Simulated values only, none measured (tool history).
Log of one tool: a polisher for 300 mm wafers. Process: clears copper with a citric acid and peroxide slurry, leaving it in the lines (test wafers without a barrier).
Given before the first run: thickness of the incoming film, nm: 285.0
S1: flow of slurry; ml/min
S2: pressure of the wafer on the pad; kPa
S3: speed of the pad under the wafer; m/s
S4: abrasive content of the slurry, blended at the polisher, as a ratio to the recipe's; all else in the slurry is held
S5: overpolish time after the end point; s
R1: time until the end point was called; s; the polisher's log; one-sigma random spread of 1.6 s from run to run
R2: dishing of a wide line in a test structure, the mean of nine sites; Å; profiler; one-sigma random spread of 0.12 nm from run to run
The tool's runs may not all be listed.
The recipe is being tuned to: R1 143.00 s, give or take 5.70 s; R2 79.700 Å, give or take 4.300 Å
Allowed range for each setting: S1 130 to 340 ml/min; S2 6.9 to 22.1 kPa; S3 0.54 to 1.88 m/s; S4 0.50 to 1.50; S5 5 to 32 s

| run | hour | S1 | S2 | S3 | S4 | S5 | R1 | R2 |
|---|---|---|---|---|---|---|---|---|
| 1 | 0.0 | 220 | 14.5 | 1.20 | 1.00 | 16 | 132.57 | 206.100 |
| 2 | 2.6 | 220 | 14.5 | 1.20 | 1.00 | 22 | 132.54 | 256.410 |
| 3 | 6.2 | 220 | 13.1 | 1.20 | 1.00 | 22 | 142.85 | 243.680 |
| 4 | 11.1 | 220 | 11.7 | 1.20 | 1.00 | 22 | 159.67 | 216.120 |
| 5 | 14.4 | 220 | 10.3 | 1.34 | 1.00 | 17 | 158.53 | 176.960 |
| 6 | 21.1 | 235 | 9.0 | 1.40 | 1.10 | 13 | 170.54 | 136.200 |
| 7 | 26.3 | 265 | 8.3 | 1.48 | 1.20 | 11 | 165.10 | 118.190 |
| 8 | 29.5 | 290 | 8.3 | 1.52 | 1.30 | 9 | 154.53 | 108.350 |
| 9 | 35.5 | 305 | 8.3 | 1.54 | 1.35 | 8 | 153.72 | 96.453 |
| 10 | 40.2 | 315 | 8.3 | 1.54 | 1.40 | 7 | 149.37 | 85.974 |

Consider the 4 candidate settings below. Which is the only one whose results all fall within their allowed miss of target?
| A | 44.9 | 340 | 8.3 | 1.70 | 1.15 | 7 | ? | ? |
| B | 44.9 | 325 | 8.3 | 1.48 | 1.25 | 9 | ? | ? |
| C | 44.9 | 280 | 7.6 | 1.72 | 1.50 | 6 | ? | ? |
| D | 44.9 | 320 | 9.0 | 1.50 | 1.40 | 8 | ? | ? |

| move | R1 | R2 |
|---|---|---|
| A | 143.61 | 88.624 |
| B | 161.08 | 100.290 |
| C | 144.79 | 76.262 |
| D | 144.26 | 99.781 |
A: misses by more than the last run did
B: misses by more than the last run did
C: each result inside its tolerance
D: misses by more than the last run did
C is the move that brings every result within its allowed miss.
